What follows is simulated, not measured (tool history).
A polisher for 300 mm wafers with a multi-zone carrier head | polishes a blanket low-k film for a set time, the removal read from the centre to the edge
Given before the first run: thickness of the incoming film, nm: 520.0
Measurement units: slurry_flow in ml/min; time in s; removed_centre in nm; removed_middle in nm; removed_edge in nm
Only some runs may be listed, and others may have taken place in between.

| run | hour | slurry_flow | centre_zone | middle_zone | edge_zone | slurry_solids | time | removed_centre | removed_middle | removed_edge |
|---|---|---|---|---|---|---|---|---|---|---|
| 1 | 0.0 | 255 | 1.00 | 1.00 | 1.00 | 1.00 | 51 | 12.711 | 12.989 | 13.193 |
| 2 | 5.2 | 255 | 1.00 | 1.03 | 1.00 | 1.00 | 51 | 12.891 | 13.392 | 13.023 |
| 3 | 6.0 | 255 | 1.00 | 1.03 | 1.05 | 1.00 | 51 | 12.762 | 13.506 | 13.529 |
| 4 | 10.3 | 260 | 1.02 | 1.04 | 1.06 | 1.00 | 51 | 13.117 | 13.430 | 13.600 |
| 5 | 18.5 | 260 | 1.02 | 1.10 | 1.06 | 1.00 | 51 | 13.051 | 13.832 | 13.642 |
| 6 | 25.4 | 260 | 1.02 | 1.10 | 1.06 | 1.00 | 63 | 15.780 | 17.130 | 16.722 |
| 7 | 28.1 | 260 | 1.02 | 1.10 | 1.06 | 1.00 | 63 | 16.149 | 17.046 | 16.591 |
| 8 | 29.3 | 255 | 1.02 | 1.09 | 1.04 | 1.00 | 63 | 16.065 | 16.906 | 16.858 |

Run 9, settings as shown, results not yet in. Your forecast:
| 9 | 31.5 | 265 | 1.03 | 1.09 | 1.02 | 0.95 | 63 | ? | ? | ? |

removed_centre: 16.052 nm
removed_middle: 16.632 nm
removed_edge: 15.984 nm
